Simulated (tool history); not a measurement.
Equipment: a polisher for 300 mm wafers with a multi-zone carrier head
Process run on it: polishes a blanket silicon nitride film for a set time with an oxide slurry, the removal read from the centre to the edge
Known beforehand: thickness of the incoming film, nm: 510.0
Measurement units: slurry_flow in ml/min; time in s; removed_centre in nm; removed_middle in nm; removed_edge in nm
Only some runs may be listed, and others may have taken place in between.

| run | day | slurry_flow | centre_zone | middle_zone | edge_zone | slurry_solids | time | removed_centre | removed_middle | removed_edge |
|---|---|---|---|---|---|---|---|---|---|---|
| 1 | 0 | 145 | 1 | 1 | 1 | 1 | 48 | 28.436 | 27.876 | 27.128 |
| 2 | 0.35 | 155 | 1 | 1 | 1.02 | 1 | 48 | 28.916 | 28.424 | 27.038 |
| 3 | 0.417 | 155 | 1.04 | 1 | 1.02 | 1 | 48 | 29.687 | 28.522 | 27.151 |
| 4 | 0.771 | 155 | 1.04 | 1 | 1.02 | 0.85 | 48 | 27.654 | 26.619 | 25.407 |
| 5 | 1.108 | 155 | 1.03 | 1 | 1.04 | 0.9 | 48 | 27.587 | 27.673 | 25.876 |
| 6 | 1.262 | 155 | 1.02 | 0.99 | 1.05 | 0.95 | 48 | 28.015 | 27.776 | 27.229 |
| 7 | 1.408 | 160 | 1.03 | 0.99 | 1.07 | 0.95 | 48 | 28.931 | 27.785 | 27.136 |
| 8 | 1.642 | 160 | 1.03 | 0.99 | 1.07 | 0.95 | 48 | 28.785 | 27.778 | 27.748 |
| 9 | 1.833 | 165 | 1.03 | 1 | 1.09 | 0.95 | 48 | 29.415 | 28.392 | 27.799 |

The next listed run, before its measurement:
| 10 | 2.017 | 170 | 1.02 | 1 | 1.11 | 0.95 | 48 | ? | ? | ? |

Run 10 yielded removed_centre 29.274 nm, removed_middle 28.435 nm, removed_edge 28.384 nm.

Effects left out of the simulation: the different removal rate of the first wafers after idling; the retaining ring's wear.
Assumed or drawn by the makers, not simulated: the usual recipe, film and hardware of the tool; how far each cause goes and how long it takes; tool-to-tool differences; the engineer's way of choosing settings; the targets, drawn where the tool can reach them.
